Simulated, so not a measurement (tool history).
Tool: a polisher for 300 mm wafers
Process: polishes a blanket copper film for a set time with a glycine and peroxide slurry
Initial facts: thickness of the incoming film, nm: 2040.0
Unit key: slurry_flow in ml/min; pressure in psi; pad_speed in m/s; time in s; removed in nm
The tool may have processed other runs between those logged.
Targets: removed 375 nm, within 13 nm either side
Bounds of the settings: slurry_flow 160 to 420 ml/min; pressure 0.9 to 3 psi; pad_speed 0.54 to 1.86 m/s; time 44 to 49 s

Run 1, hour 0: slurry_flow 270 ml/min, pressure 1.9 psi, pad_speed 1.18 m/s, time 49 s. Result: removed 206.18 nm.
Run 2, hour 2.9: slurry_flow 270 ml/min, pressure 2.2 psi, pad_speed 1.24 m/s, time 49 s. Result: removed 240.77 nm.
Run 3, hour 7.3: slurry_flow 270 ml/min, pressure 2.4 psi, pad_speed 1.3 m/s, time 49 s. Result: removed 267.9 nm.
Run 4, hour 13.5: slurry_flow 270 ml/min, pressure 2.6 psi, pad_speed 1.36 m/s, time 49 s. Result: removed 302.05 nm.
Run 5, hour 14.7: slurry_flow 235 ml/min, pressure 2.6 psi, pad_speed 1.36 m/s, time 49 s. Result: removed 294.83 nm.
Run 6, hour 18.4: slurry_flow 210 ml/min, pressure 2.6 psi, pad_speed 1.36 m/s, time 49 s. Result: removed 291.8 nm.
Run 7, hour 21.1: slurry_flow 220 ml/min, pressure 2.7 psi, pad_speed 1.4 m/s, time 49 s. Result: removed 309.75 nm.
Run 8, hour 29.5: slurry_flow 235 ml/min, pressure 2.8 psi, pad_speed 1.42 m/s, time 49 s. Result: removed 326.51 nm.

Pick the move, out of 4, that brings all results within their allowed miss; only one does.
Run A, hour 37.9: slurry_flow 225 ml/min, pressure 2.7 psi, pad_speed 1.44 m/s, time 44 s. Result: removed ?.
Run B, hour 37.9: slurry_flow 160 ml/min, pressure 2.9 psi, pad_speed 1.08 m/s, time 49 s. Result: removed ?.
Run C, hour 37.9: slurry_flow 300 ml/min, pressure 3 psi, pad_speed 1.5 m/s, time 49 s. Result: removed ?.
Run D, hour 37.9: slurry_flow 260 ml/min, pressure 3 psi, pad_speed 1.4 m/s, time 49 s. Result: removed ?.

move  removed
   A   284.56
   B   256.83
   C   367.38
   D   342.43
A: moves away from the targets compared with the last run
B: moves away from the targets compared with the last run
C: hits every target within its allowed miss
D: closes in on the targets versus the last run, not all within tolerance yet
The move that meets every target is C.
